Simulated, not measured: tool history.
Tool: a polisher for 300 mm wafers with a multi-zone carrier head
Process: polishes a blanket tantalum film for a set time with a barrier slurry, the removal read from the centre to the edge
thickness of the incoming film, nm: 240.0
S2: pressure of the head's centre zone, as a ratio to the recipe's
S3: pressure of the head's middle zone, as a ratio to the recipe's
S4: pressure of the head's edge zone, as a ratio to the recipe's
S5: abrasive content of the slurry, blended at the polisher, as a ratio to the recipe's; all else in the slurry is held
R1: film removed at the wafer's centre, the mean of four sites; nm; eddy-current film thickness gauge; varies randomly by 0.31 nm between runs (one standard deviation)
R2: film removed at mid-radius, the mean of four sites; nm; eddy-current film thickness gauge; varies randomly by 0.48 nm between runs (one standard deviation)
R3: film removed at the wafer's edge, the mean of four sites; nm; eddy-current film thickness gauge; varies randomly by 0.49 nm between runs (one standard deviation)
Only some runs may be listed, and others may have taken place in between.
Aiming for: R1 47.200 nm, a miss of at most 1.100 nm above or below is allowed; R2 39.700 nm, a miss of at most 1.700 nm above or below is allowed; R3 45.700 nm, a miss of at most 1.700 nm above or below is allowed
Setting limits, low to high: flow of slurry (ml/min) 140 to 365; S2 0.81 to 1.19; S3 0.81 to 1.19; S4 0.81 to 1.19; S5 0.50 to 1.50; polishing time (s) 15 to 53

{"run": 1, "hour": 0.0, "flow of slurry (ml/min)": 235, "S2": 1.0, "S3": 1.0, "S4": 1.0, "S5": 1.0, "polishing time (s)": 34, "R1": 78.67, "R2": 77.593, "R3": 78.936}
{"run": 2, "hour": 3.7, "flow of slurry (ml/min)": 235, "S2": 1.08, "S3": 1.0, "S4": 1.0, "S5": 1.0, "polishing time (s)": 34, "R1": 85.31, "R2": 78.52, "R3": 79.652}
{"run": 3, "hour": 11.5, "flow of slurry (ml/min)": 230, "S2": 1.07, "S3": 0.98, "S4": 0.99, "S5": 0.95, "polishing time (s)": 33, "R1": 81.153, "R2": 74.432, "R3": 77.547}
{"run": 4, "hour": 12.2, "flow of slurry (ml/min)": 230, "S2": 1.07, "S3": 0.92, "S4": 0.99, "S5": 0.95, "polishing time (s)": 33, "R1": 80.506, "R2": 70.764, "R3": 75.946}
{"run": 5, "hour": 20.4, "flow of slurry (ml/min)": 230, "S2": 1.07, "S3": 0.91, "S4": 0.99, "S5": 0.9, "polishing time (s)": 31, "R1": 74.779, "R2": 63.266, "R3": 68.802}
{"run": 6, "hour": 28.0, "flow of slurry (ml/min)": 230, "S2": 1.07, "S3": 0.91, "S4": 1.02, "S5": 0.9, "polishing time (s)": 31, "R1": 74.795, "R2": 63.02, "R3": 71.036}
{"run": 7, "hour": 34.3, "flow of slurry (ml/min)": 230, "S2": 1.06, "S3": 0.9, "S4": 1.01, "S5": 0.85, "polishing time (s)": 30, "R1": 69.668, "R2": 59.637, "R3": 66.464}
{"run": 8, "hour": 39.8, "flow of slurry (ml/min)": 230, "S2": 1.06, "S3": 0.9, "S4": 1.01, "S5": 0.85, "polishing time (s)": 30, "R1": 69.744, "R2": 58.792, "R3": 66.567}
{"run": 9, "hour": 42.5, "flow of slurry (ml/min)": 230, "S2": 1.06, "S3": 0.9, "S4": 1.01, "S5": 0.85, "polishing time (s)": 30, "R1": 70.581, "R2": 59.556, "R3": 66.814}
{"run": 10, "hour": 44.2, "flow of slurry (ml/min)": 230, "S2": 1.05, "S3": 0.89, "S4": 1.0, "S5": 0.8, "polishing time (s)": 29, "R1": 65.645, "R2": 54.778, "R3": 62.521}
{"run": 11, "hour": 45.9, "flow of slurry (ml/min)": 235, "S2": 1.04, "S3": 0.88, "S4": 0.98, "S5": 0.75, "polishing time (s)": 29, "R1": 63.485, "R2": 54.744, "R3": 61.506}
{"run": 12, "hour": 54.3, "flow of slurry (ml/min)": 235, "S2": 1.04, "S3": 0.88, "S4": 0.98, "S5": 0.75, "polishing time (s)": 29, "R1": 63.311, "R2": 54.207, "R3": 61.054}
{"run": 13, "hour": 61.0, "flow of slurry (ml/min)": 230, "S2": 1.04, "S3": 0.87, "S4": 0.97, "S5": 0.7, "polishing time (s)": 28, "R1": 60.328, "R2": 50.447, "R3": 57.119}
{"run": 14, "hour": 61.9, "flow of slurry (ml/min)": 225, "S2": 1.03, "S3": 0.86, "S4": 0.96, "S5": 0.7, "polishing time (s)": 28, "R1": 59.543, "R2": 49.684, "R3": 57.461}
{"run": 15, "hour": 70.9, "flow of slurry (ml/min)": 225, "S2": 1.02, "S3": 0.86, "S4": 0.95, "S5": 0.7, "polishing time (s)": 28, "R1": 58.903, "R2": 49.383, "R3": 57.059}
{"run": 16, "hour": 72.7, "flow of slurry (ml/min)": 225, "S2": 1.01, "S3": 0.86, "S4": 0.94, "S5": 0.7, "polishing time (s)": 28, "R1": 58.261, "R2": 49.056, "R3": 56.937}
{"run": 17, "hour": 81.7, "flow of slurry (ml/min)": 225, "S2": 1.01, "S3": 0.86, "S4": 0.93, "S5": 0.7, "polishing time (s)": 28, "R1": 58.545, "R2": 50.114, "R3": 56.228}
{"run": 18, "hour": 82.4, "flow of slurry (ml/min)": 220, "S2": 1.0, "S3": 0.85, "S4": 0.92, "S5": 0.7, "polishing time (s)": 28, "R1": 56.966, "R2": 49.027, "R3": 56.62}
{"run": 19, "hour": 86.3, "flow of slurry (ml/min)": 220, "S2": 1.0, "S3": 0.85, "S4": 0.91, "S5": 0.7, "polishing time (s)": 28, "R1": 57.217, "R2": 48.687, "R3": 56.288}
{"run": 20, "hour": 88.7, "flow of slurry (ml/min)": 220, "S2": 1.0, "S3": 0.85, "S4": 0.9, "S5": 0.7, "polishing time (s)": 28, "R1": 57.296, "R2": 50.534, "R3": 56.816}
{"run": 21, "hour": 93.6, "flow of slurry (ml/min)": 225, "S2": 1.0, "S3": 0.85, "S4": 0.9, "S5": 0.7, "polishing time (s)": 27, "R1": 55.235, "R2": 46.649, "R3": 54.331}
{"run": 22, "hour": 100.2, "flow of slurry (ml/min)": 230, "S2": 1.0, "S3": 0.85, "S4": 0.88, "S5": 0.6, "polishing time (s)": 26, "R1": 50.267, "R2": 42.758, "R3": 48.856}
{"run": 23, "hour": 104.6, "flow of slurry (ml/min)": 230, "S2": 1.0, "S3": 0.85, "S4": 0.87, "S5": 0.6, "polishing time (s)": 26, "R1": 50.487, "R2": 42.985, "R3": 48.784}

Exercise: of the 5 proposed moves below, exactly one satisfies all targets within the stated allowed misses. Which move is it?
{"run": "A", "hour": 109.0, "flow of slurry (ml/min)": 175, "S2": 0.94, "S3": 0.81, "S4": 1.05, "S5": 0.65, "polishing time (s)": 27, "R1": "?", "R2": "?", "R3": "?"}
{"run": "B", "hour": 109.0, "flow of slurry (ml/min)": 225, "S2": 0.91, "S3": 0.81, "S4": 0.9, "S5": 0.55, "polishing time (s)": 27, "R1": "?", "R2": "?", "R3": "?"}
{"run": "C", "hour": 109.0, "flow of slurry (ml/min)": 270, "S2": 1.15, "S3": 0.99, "S4": 0.81, "S5": 0.5, "polishing time (s)": 26, "R1": "?", "R2": "?", "R3": "?"}
{"run": "D", "hour": 109.0, "flow of slurry (ml/min)": 170, "S2": 1.01, "S3": 0.83, "S4": 0.89, "S5": 0.5, "polishing time (s)": 27, "R1": "?", "R2": "?", "R3": "?"}
{"run": "E", "hour": 109.0, "flow of slurry (ml/min)": 265, "S2": 1.08, "S3": 0.92, "S4": 0.82, "S5": 0.5, "polishing time (s)": 27, "R1": "?", "R2": "?", "R3": "?"}

move=A R1=48.805 R2=42.185 R3=54.680
move=B R1=45.753 R2=40.731 R3=49.094
move=C R1=54.762 R2=45.274 R3=44.089
move=D R1=46.916 R2=38.485 R3=45.698
move=E R1=53.248 R2=44.147 R3=45.976
A: its largest miss is bigger than the last run's
B: takes the result that was furthest off past its target
C: its largest miss is bigger than the last run's
D: hits every target within its allowed miss
E: its largest miss is bigger than the last run's
So the answer is move D, the one that meets all the targets.

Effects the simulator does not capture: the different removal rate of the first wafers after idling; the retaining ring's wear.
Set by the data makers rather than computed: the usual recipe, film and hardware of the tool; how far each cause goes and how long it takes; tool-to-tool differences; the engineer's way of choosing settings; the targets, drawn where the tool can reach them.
